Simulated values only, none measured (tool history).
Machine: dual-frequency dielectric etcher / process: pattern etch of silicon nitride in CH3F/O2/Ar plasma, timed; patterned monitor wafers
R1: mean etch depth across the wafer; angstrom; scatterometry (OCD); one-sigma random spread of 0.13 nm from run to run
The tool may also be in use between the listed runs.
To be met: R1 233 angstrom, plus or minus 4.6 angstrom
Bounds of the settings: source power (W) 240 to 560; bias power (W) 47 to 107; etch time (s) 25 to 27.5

run 1 hour=0 | source_power_(W)=400 bias_power_(W)=77 etch_time_(s)=27.5 | R1=203.1
run 2 hour=7.5 | source_power_(W)=340 bias_power_(W)=77 etch_time_(s)=27.5 | R1=190.79
run 3 hour=14.1 | source_power_(W)=360 bias_power_(W)=78 etch_time_(s)=27.5 | R1=195.98
run 4 hour=21.4 | source_power_(W)=380 bias_power_(W)=79 etch_time_(s)=27.5 | R1=201.74
run 5 hour=28.8 | source_power_(W)=380 bias_power_(W)=79 etch_time_(s)=27.5 | R1=200.82
run 6 hour=33.3 | source_power_(W)=380 bias_power_(W)=91 etch_time_(s)=27.5 | R1=217.52
run 7 hour=39.2 | source_power_(W)=390 bias_power_(W)=91 etch_time_(s)=27.5 | R1=220.59
run 8 hour=45.6 | source_power_(W)=400 bias_power_(W)=91 etch_time_(s)=27.5 | R1=221.63
run 9 hour=54.4 | source_power_(W)=410 bias_power_(W)=91 etch_time_(s)=27.5 | R1=223.19

Exactly one of the 5 candidate moves below puts every result within its allowed miss. Which one?
run A hour=63.2 | source_power_(W)=470 bias_power_(W)=94 etch_time_(s)=26.5 | R1=?
run B hour=63.2 | source_power_(W)=380 bias_power_(W)=96 etch_time_(s)=26 | R1=?
run C hour=63.2 | source_power_(W)=410 bias_power_(W)=87 etch_time_(s)=26 | R1=?
run D hour=63.2 | source_power_(W)=400 bias_power_(W)=89 etch_time_(s)=27 | R1=?
run E hour=63.2 | source_power_(W)=380 bias_power_(W)=100 etch_time_(s)=26 | R1=?

move=A R1=230.77
move=B R1=211.49
move=C R1=206.53
move=D R1=215.09
move=E R1=216.07
A: every result lands within tolerance
B: misses by more than the last run did
C: misses by more than the last run did
D: misses by more than the last run did
E: misses by more than the last run did
The move that meets every target is A.

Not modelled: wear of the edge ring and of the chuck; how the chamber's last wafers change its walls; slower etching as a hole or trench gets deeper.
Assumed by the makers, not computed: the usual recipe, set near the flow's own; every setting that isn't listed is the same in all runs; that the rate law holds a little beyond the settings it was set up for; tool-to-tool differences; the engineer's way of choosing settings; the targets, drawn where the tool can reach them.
